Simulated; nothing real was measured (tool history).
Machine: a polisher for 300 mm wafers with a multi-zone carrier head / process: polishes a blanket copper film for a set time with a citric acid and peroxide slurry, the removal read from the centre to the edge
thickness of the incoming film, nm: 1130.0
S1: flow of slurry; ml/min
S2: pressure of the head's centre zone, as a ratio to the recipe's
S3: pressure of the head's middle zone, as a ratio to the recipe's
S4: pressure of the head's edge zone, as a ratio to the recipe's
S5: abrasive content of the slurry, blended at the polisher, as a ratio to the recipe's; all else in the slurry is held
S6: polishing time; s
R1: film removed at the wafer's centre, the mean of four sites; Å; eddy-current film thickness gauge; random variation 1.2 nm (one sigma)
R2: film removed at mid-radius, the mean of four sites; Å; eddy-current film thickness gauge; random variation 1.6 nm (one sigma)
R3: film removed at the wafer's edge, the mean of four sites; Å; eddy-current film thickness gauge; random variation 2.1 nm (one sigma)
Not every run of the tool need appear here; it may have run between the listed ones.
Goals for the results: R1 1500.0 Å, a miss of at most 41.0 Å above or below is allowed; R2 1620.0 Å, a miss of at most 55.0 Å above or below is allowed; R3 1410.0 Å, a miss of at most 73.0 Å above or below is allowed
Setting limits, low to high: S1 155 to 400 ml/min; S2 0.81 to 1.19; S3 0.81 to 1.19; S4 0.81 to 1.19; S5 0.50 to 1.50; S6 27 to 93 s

run 1 hour=0.0 | S1=255 S2=1.00 S3=1.00 S4=1.00 S5=1.00 S6=59 | R1=1141.3 R2=1099.8 R3=1084.2
run 2 hour=1.6 | S1=265 S2=1.01 S3=1.04 S4=1.02 S5=1.10 S6=60 | R1=1202.0 R2=1172.6 R3=1146.8
run 3 hour=8.1 | S1=265 S2=1.01 S3=1.04 S4=0.98 S5=1.10 S6=60 | R1=1196.4 R2=1187.5 R3=1127.8
run 4 hour=12.1 | S1=265 S2=0.94 S3=1.04 S4=0.98 S5=1.10 S6=60 | R1=1121.9 R2=1188.7 R3=1131.7
run 5 hour=20.0 | S1=265 S2=0.94 S3=1.04 S4=0.90 S5=1.10 S6=60 | R1=1110.1 R2=1193.1 R3=1090.7
run 6 hour=24.0 | S1=265 S2=0.94 S3=1.09 S4=0.90 S5=1.10 S6=60 | R1=1116.6 R2=1224.9 R3=1114.1
run 7 hour=28.6 | S1=275 S2=0.96 S3=1.11 S4=0.90 S5=1.20 S6=61 | R1=1175.8 R2=1311.6 R3=1144.4
run 8 hour=34.7 | S1=280 S2=0.98 S3=1.12 S4=0.93 S5=1.25 S6=62 | R1=1242.3 R2=1359.0 R3=1150.4
run 9 hour=43.3 | S1=270 S2=0.98 S3=1.11 S4=0.95 S5=1.30 S6=64 | R1=1292.2 R2=1384.2 R3=1237.7
run 10 hour=46.1 | S1=275 S2=0.99 S3=1.13 S4=0.96 S5=1.35 S6=65 | R1=1331.0 R2=1451.6 R3=1255.5
run 11 hour=49.9 | S1=275 S2=1.00 S3=1.14 S4=0.98 S5=1.40 S6=66 | R1=1377.1 R2=1501.9 R3=1318.5

Next run, 4 choices. One meets every target within its allowed miss, the rest don't. Which?
run A hour=53.7 | S1=225 S2=1.01 S3=1.14 S4=1.02 S5=1.35 S6=74 | R1=? R2=? R3=?
run B hour=53.7 | S1=335 S2=1.02 S3=1.13 S4=0.93 S5=1.30 S6=63 | R1=? R2=? R3=?
run C hour=53.7 | S1=270 S2=1.09 S3=0.99 S4=1.02 S5=1.45 S6=68 | R1=? R2=? R3=?
run D hour=53.7 | S1=235 S2=0.97 S3=0.94 S4=1.05 S5=1.45 S6=66 | R1=? R2=? R3=?

move=A R1=1523.8 R2=1627.3 R3=1431.2
move=B R1=1365.8 R2=1426.3 R3=1213.6
move=C R1=1572.7 R2=1376.5 R3=1360.9
move=D R1=1331.4 R2=1258.4 R3=1317.8
A: meets every target
B: the biggest miss grows against the last run
C: the result that was furthest off in the last run now lies on the other side of its target
D: the biggest miss grows against the last run
Go with A: it meets all targets.
